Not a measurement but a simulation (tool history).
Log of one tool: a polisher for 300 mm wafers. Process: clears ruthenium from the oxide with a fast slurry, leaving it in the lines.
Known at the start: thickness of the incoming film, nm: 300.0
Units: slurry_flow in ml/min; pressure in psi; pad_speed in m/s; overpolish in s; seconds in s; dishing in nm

run  hour  slurry_flow  pressure  pad_speed  slurry_solids  overpolish  seconds  dishing
  1     0          155       3.2       0.76              1          27   86.375   22.286
  2   7.3          155       2.7       0.74              1          22   97.854   20.623
  3    10          155       2.7       0.74              1          11   101.22   15.397
  4  17.9          155       2.7       0.66              1          11   105.92   14.795
  5  20.4          155       2.7       0.54              1          11   121.43   13.437
  6  23.9          150       2.5       0.54              1          12   128.45   13.397
  7  27.4          145       2.3       0.54           0.95          13    142.3   13.301
  8  32.5          140       2.2       0.54           0.95          14   147.77   13.867
  9  35.3          135       2.2       0.54           0.95          14   152.22    13.78
 10  40.2          125       2.1       0.54           0.95          23    156.2   17.165
 11  48.4          135       2.1       0.52           0.95          22   155.42   17.305
 12  49.4           95       2.1       0.64            0.7           9   171.35   9.2135
 13  51.3          120       1.9       0.64           0.75          10   168.86   10.018
 14  52.5          120       1.9       0.64           0.75          10   167.69   9.9204

The next listed run, before its measurement:
 15  56.6          120       1.9       0.64            0.8          11        ?        ?

Run 15 gave seconds 164.3 s, dishing 10.966 nm.

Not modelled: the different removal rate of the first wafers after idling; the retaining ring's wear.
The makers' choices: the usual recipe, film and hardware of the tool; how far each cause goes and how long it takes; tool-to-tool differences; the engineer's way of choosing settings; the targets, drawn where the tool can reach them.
